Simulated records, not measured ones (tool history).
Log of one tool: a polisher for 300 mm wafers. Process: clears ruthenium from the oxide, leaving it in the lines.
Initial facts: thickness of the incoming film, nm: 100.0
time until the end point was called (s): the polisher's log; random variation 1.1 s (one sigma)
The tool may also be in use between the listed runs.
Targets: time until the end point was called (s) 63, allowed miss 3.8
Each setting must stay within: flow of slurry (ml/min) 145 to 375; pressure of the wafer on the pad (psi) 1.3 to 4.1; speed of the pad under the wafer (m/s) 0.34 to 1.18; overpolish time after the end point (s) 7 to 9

run,hour,flow of slurry (ml/min),pressure of the wafer on the pad (psi),speed of the pad under the wafer (m/s),overpolish time after the end point (s),time until the end point was called (s)
1,0,240,2.7,0.76,9,82.815
2,8.7,240,2.9,0.76,9,74.403
3,14.3,240,2.9,0.68,9,83.353
4,15.2,240,3.1,0.68,9,77.184
5,21.2,240,3.1,0.68,9,77.845
6,23.4,240,3.2,0.68,9,75.185
7,32.2,240,3.3,0.68,9,71.193
8,33,240,3.4,0.68,9,71.536
9,41.6,240,3.4,0.68,9,72.64
10,42.2,240,3.5,0.68,9,70.566

Which one of the following 4 next-run settings gets every result inside its allowed miss? There is exactly one.
A,42.8,220,3.7,0.86,9,?
B,42.8,220,3.5,0.66,9,?
C,42.8,165,3.5,0.94,7,?
D,42.8,270,3.5,0.74,9,?

move,time until the end point was called (s)
A,53.02
B,69.126
C,54.499
D,61.644
A: moves the result that the last run missed by most past its target, out the other side
B: nearer the targets than the last run, but a result is still out of spec
C: moves the result that the last run missed by most past its target, out the other side
D: every result within its allowed miss
Answer: D

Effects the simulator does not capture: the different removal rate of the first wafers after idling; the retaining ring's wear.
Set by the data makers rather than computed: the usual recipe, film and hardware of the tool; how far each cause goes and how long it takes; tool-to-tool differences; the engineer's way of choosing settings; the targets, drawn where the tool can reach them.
